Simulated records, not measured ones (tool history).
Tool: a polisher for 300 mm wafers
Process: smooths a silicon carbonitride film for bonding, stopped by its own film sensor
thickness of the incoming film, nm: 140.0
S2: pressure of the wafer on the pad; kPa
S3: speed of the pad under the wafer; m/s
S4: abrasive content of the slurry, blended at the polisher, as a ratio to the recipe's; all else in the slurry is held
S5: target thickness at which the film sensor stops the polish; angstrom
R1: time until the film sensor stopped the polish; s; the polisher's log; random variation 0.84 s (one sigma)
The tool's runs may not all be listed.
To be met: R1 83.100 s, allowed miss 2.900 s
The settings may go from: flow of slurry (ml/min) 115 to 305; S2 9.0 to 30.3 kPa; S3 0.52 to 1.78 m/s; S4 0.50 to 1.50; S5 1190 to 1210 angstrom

Run 1, day 0.000: flow of slurry (ml/min) 195, S2 19.3 kPa, S3 1.14 m/s, S4 1.00, S5 1190 angstrom. Result: R1 63.785 s.
Run 2, day 0.238: flow of slurry (ml/min) 195, S2 19.3 kPa, S3 1.14 m/s, S4 0.90, S5 1190 angstrom. Result: R1 68.852 s.
Run 3, day 0.388: flow of slurry (ml/min) 195, S2 18.6 kPa, S3 1.14 m/s, S4 0.90, S5 1190 angstrom. Result: R1 71.848 s.
Run 4, day 0.412: flow of slurry (ml/min) 195, S2 17.9 kPa, S3 1.14 m/s, S4 0.90, S5 1190 angstrom. Result: R1 73.505 s.
Run 5, day 0.700: flow of slurry (ml/min) 195, S2 17.9 kPa, S3 1.14 m/s, S4 1.10, S5 1190 angstrom. Result: R1 65.069 s.
Run 6, day 0.779: flow of slurry (ml/min) 195, S2 17.9 kPa, S3 1.32 m/s, S4 1.10, S5 1190 angstrom. Result: R1 61.135 s.
At day 0.921: worn pad replaced by a new one.
Run 7, day 0.921: flow of slurry (ml/min) 195, S2 17.2 kPa, S3 1.32 m/s, S4 1.10, S5 1190 angstrom. Result: R1 58.885 s.
Run 8, day 1.212: flow of slurry (ml/min) 195, S2 15.9 kPa, S3 1.32 m/s, S4 1.10, S5 1190 angstrom. Result: R1 62.240 s.
Run 9, day 1.258: flow of slurry (ml/min) 195, S2 14.5 kPa, S3 1.30 m/s, S4 1.10, S5 1190 angstrom. Result: R1 67.998 s.

Which of these 4 next moves meets every target?
Run A, day 1.304: flow of slurry (ml/min) 145, S2 12.4 kPa, S3 1.12 m/s, S4 1.25, S5 1190 angstrom. Result: R1 ?.
Run B, day 1.304: flow of slurry (ml/min) 175, S2 11.7 kPa, S3 1.16 m/s, S4 1.05, S5 1190 angstrom. Result: R1 ?.
Run C, day 1.304: flow of slurry (ml/min) 205, S2 14.5 kPa, S3 1.04 m/s, S4 0.80, S5 1190 angstrom. Result: R1 ?.
Run D, day 1.304: flow of slurry (ml/min) 185, S2 15.2 kPa, S3 1.12 m/s, S4 0.85, S5 1210 angstrom. Result: R1 ?.

move      R1
   A  83.238
   B  90.600
   C  91.272
   D  74.499
A: meets every target
B: takes the result that was furthest off past its target
C: takes the result that was furthest off past its target
D: nearer than the last run, and not there yet
The right move is A.

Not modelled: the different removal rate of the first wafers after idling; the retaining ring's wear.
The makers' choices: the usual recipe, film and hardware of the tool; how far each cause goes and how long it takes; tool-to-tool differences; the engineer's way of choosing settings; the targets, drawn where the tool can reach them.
